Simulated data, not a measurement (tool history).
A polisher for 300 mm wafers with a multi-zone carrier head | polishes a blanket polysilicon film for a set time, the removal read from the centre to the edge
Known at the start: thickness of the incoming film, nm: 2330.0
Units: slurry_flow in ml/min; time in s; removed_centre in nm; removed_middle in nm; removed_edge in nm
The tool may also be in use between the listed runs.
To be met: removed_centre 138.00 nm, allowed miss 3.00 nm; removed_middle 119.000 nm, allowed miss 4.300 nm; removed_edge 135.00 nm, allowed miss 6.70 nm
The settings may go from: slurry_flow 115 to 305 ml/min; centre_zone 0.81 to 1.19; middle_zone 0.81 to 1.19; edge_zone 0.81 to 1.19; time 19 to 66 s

run 1 day=0.000 | slurry_flow=195 centre_zone=1.00 middle_zone=1.00 edge_zone=1.00 time=42 | removed_centre=235.14 removed_middle=235.970 removed_edge=219.10
run 2 day=0.029 | slurry_flow=170 centre_zone=1.00 middle_zone=1.00 edge_zone=1.00 time=42 | removed_centre=229.25 removed_middle=228.720 removed_edge=219.38
run 3 day=0.071 | slurry_flow=150 centre_zone=1.00 middle_zone=1.00 edge_zone=1.00 time=42 | removed_centre=224.99 removed_middle=223.460 removed_edge=220.05
run 4 day=0.212 | slurry_flow=150 centre_zone=1.00 middle_zone=1.00 edge_zone=1.00 time=52 | removed_centre=275.98 removed_middle=276.450 removed_edge=269.36
run 5 day=0.342 | slurry_flow=145 centre_zone=1.00 middle_zone=0.98 edge_zone=0.99 time=48 | removed_centre=256.56 removed_middle=245.780 removed_edge=240.51
run 6 day=0.496 | slurry_flow=145 centre_zone=1.04 middle_zone=0.98 edge_zone=0.99 time=48 | removed_centre=258.80 removed_middle=249.000 removed_edge=248.57
run 7 day=0.567 | slurry_flow=140 centre_zone=1.02 middle_zone=0.96 edge_zone=0.99 time=45 | removed_centre=240.08 removed_middle=229.980 removed_edge=232.59
run 8 day=0.625 | slurry_flow=135 centre_zone=1.02 middle_zone=0.94 edge_zone=0.98 time=42 | removed_centre=221.94 removed_middle=207.480 removed_edge=209.44
run 9 day=0.846 | slurry_flow=130 centre_zone=1.02 middle_zone=0.92 edge_zone=0.99 time=40 | removed_centre=209.80 removed_middle=194.060 removed_edge=203.20
-- day=1.092 edge zone pressure recalibrated
run 10 day=1.092 | slurry_flow=130 centre_zone=1.02 middle_zone=0.91 edge_zone=0.99 time=38 | removed_centre=197.81 removed_middle=182.270 removed_edge=198.11
run 11 day=1.200 | slurry_flow=130 centre_zone=1.02 middle_zone=0.91 edge_zone=0.99 time=38 | removed_centre=199.03 removed_middle=180.420 removed_edge=199.28
run 12 day=1.329 | slurry_flow=130 centre_zone=1.01 middle_zone=0.90 edge_zone=0.97 time=36 | removed_centre=187.64 removed_middle=171.740 removed_edge=185.11
run 13 day=1.525 | slurry_flow=130 centre_zone=1.01 middle_zone=0.89 edge_zone=0.96 time=35 | removed_centre=181.83 removed_middle=162.990 removed_edge=182.70
run 14 day=1.654 | slurry_flow=135 centre_zone=1.01 middle_zone=0.89 edge_zone=0.94 time=33 | removed_centre=172.20 removed_middle=156.050 removed_edge=171.67
run 15 day=1.783 | slurry_flow=120 centre_zone=1.01 middle_zone=0.81 edge_zone=0.87 time=23 | removed_centre=116.07 removed_middle=97.721 removed_edge=112.99
run 16 day=2.100 | slurry_flow=135 centre_zone=1.01 middle_zone=0.81 edge_zone=0.88 time=23 | removed_centre=121.03 removed_middle=98.962 removed_edge=116.51
run 17 day=2.250 | slurry_flow=145 centre_zone=1.01 middle_zone=0.82 edge_zone=0.89 time=23 | removed_centre=123.97 removed_middle=102.500 removed_edge=116.22
run 18 day=2.546 | slurry_flow=195 centre_zone=0.99 middle_zone=0.84 edge_zone=0.99 time=26 | removed_centre=145.62 removed_middle=125.080 removed_edge=146.72

Which of these 4 next moves meets every target?
run A day=2.842 | slurry_flow=175 centre_zone=1.01 middle_zone=0.85 edge_zone=0.98 time=25 | removed_centre=? removed_middle=? removed_edge=?
run B day=2.842 | slurry_flow=185 centre_zone=1.10 middle_zone=0.91 edge_zone=1.05 time=25 | removed_centre=? removed_middle=? removed_edge=?
run C day=2.842 | slurry_flow=290 centre_zone=1.07 middle_zone=0.85 edge_zone=0.93 time=24 | removed_centre=? removed_middle=? removed_edge=?
run D day=2.842 | slurry_flow=155 centre_zone=0.98 middle_zone=0.96 edge_zone=0.97 time=26 | removed_centre=? removed_middle=? removed_edge=?

move=A removed_centre=139.66 removed_middle=117.490 removed_edge=139.18
move=B removed_centre=150.34 removed_middle=125.400 removed_edge=144.78
move=C removed_centre=150.74 removed_middle=120.580 removed_edge=137.02
move=D removed_centre=138.74 removed_middle=132.270 removed_edge=141.56
A: meets every target
B: further off than the last run
C: further off than the last run
D: brings the result that was furthest off to its target, and leaves another outside
Answer: A

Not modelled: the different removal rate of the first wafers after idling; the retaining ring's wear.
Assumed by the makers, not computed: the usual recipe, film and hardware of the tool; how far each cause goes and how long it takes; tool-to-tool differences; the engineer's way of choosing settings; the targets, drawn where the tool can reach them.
